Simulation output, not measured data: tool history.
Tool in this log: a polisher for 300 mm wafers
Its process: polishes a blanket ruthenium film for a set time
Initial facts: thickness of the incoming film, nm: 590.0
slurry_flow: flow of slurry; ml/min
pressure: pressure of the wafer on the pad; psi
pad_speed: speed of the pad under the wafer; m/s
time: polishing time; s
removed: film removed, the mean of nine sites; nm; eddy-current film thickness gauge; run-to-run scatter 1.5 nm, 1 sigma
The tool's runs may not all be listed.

| run | hour | slurry_flow | pressure | pad_speed | time | removed |
|---|---|---|---|---|---|---|
| 1 | 0 | 285 | 1.6 | 1.04 | 103 | 79.158 |
| 2 | 1.3 | 285 | 1.6 | 1.14 | 103 | 87.644 |
| 3 | 7.6 | 285 | 1.7 | 1.14 | 103 | 93.218 |
| 4 | 13.5 | 285 | 1.7 | 1.14 | 103 | 91.152 |
| 5 | 20.3 | 310 | 1.7 | 1.14 | 103 | 93.593 |
| 6 | 28.9 | 310 | 1.7 | 1 | 103 | 81.427 |
| 7 | 35.3 | 310 | 1.9 | 1 | 103 | 89.277 |

Run 8 is up next; what results do you expect?
| 8 | 44 | 310 | 2 | 1 | 103 | ? |

removed: 93.587 nm
